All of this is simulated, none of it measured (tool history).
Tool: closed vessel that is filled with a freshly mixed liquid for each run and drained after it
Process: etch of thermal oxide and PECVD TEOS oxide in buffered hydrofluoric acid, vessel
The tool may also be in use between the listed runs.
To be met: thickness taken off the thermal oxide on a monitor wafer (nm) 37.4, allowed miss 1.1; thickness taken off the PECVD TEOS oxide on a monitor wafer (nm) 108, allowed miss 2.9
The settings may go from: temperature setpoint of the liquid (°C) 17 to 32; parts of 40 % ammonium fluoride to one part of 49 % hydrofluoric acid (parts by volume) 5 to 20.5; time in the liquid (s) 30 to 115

run,day,temperature setpoint of the liquid (°C),parts of 40 % ammonium fluoride to one part of 49 % hydrofluoric acid (parts by volume),time in the liquid (s),thickness taken off the thermal oxide on a monitor wafer (nm),thickness taken off the PECVD TEOS oxide on a monitor wafer (nm)
1,0,25,12.5,60,55.535,160.91
2,0.196,22.5,12.5,60,48.491,138.12
3,0.521,24.5,12.5,60,54.492,154.88
4,0.608,24.5,12.5,50,44.786,129.49
5,0.783,24.5,15.5,50,36.566,104.32
6,1.121,24.5,13,50,42.935,124.37
7,1.354,24,13,50,42.261,120.58
8,1.375,23.5,13,50,41.12,117.73
9,1.746,23,13,50,40.531,115.04
10,1.817,22.5,13,50,38.721,112.61

4 next moves are on the table. One of them brings every result within its allowed miss. Which?
A,1.888,19,8,40,?,?
B,1.888,25,15.5,50,?,?
C,1.888,30,17,45,?,?
D,1.888,24.5,14,50,?,?

move,thickness taken off the thermal oxide on a monitor wafer (nm),thickness taken off the PECVD TEOS oxide on a monitor wafer (nm)
A,39.784,116.41
B,37.067,108.46
C,39.718,116.22
D,39.872,116.67
A: further off than the last run
B: meets every target
C: further off than the last run
D: further off than the last run
The right move is B.

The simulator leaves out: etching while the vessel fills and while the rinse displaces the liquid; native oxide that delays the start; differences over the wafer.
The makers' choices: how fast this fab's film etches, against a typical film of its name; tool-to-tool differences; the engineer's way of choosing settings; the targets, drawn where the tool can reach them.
